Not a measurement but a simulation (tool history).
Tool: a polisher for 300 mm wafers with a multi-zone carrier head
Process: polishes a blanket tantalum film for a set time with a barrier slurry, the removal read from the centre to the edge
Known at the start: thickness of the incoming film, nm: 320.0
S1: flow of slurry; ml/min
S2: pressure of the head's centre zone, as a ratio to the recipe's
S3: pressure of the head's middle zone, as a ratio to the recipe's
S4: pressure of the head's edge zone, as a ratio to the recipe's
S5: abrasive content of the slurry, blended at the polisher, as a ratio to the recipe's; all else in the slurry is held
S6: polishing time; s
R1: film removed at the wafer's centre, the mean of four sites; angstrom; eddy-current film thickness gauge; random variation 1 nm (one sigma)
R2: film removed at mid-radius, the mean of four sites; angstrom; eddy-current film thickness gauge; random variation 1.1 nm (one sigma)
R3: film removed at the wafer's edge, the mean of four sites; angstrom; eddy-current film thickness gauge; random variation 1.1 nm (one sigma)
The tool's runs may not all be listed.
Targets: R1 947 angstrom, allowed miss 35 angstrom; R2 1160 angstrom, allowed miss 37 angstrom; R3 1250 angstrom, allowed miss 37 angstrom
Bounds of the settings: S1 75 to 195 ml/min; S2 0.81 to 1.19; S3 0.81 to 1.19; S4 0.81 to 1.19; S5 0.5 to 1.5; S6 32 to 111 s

run  hour   S1    S2    S3    S4    S5  S6      R1      R2      R3
  1     0  125     1     1     1     1  71  777.12  801.86  787.21
  2   5.9  130  0.95     1  1.05  1.15  75  831.66  901.26  895.26
  3  11.6  130  0.91  0.99  1.09  1.25  78  862.75  951.49  992.24
  4  12.8  130  0.91  1.07  1.09  1.25  78  850.25  1007.9  994.57
  5  17.7  130  0.91  1.07  1.06  1.25  78  875.96  1007.9  985.27
  6  21.5  130  0.91  1.07  1.06  1.25  68   754.1  901.21  848.49
  7  27.2  135  0.89  1.06   1.1   1.3  73  807.74  979.49  960.43
  8  30.2  145  0.87  1.04  1.13  1.35  75  840.66  999.69  1022.5
  9  39.2  150  0.85  1.04  1.15   1.4  77   854.4  1046.3  1075.3
 10  41.2  155  0.84  1.03  1.16  1.45  79  870.99  1102.1  1104.3
 11  46.5  150  0.84  1.01  1.17  1.45  82  890.42    1106  1170.5

Which of these 5 next moves meets every target?
  A  51.8  155  0.86  0.94  1.19   1.3  94   ?   ?   ?
  B  51.8  155  0.83  1.01  1.19   1.4  95   ?   ?   ?
  C  51.8  145  0.84  1.01  1.19   1.5  82   ?   ?   ?
  D  51.8  145  0.83     1  1.19   1.5  87   ?   ?   ?
  E  51.8  100  0.93  1.01  1.15  1.35  98   ?   ?   ?

move      R1      R2      R3
   A  1041.3  1171.2  1312.6
   B  1036.9  1283.5  1352.7
   C  905.21  1109.5  1174.9
   D   948.8  1167.3  1246.7
   E  1025.4    1154  1245.4
A: takes the result that was furthest off past its target
B: takes the result that was furthest off past its target
C: nearer than the last run, and not there yet
D: meets every target
E: brings the result that was furthest off to its target, and leaves another outside
Move D is the one to make.
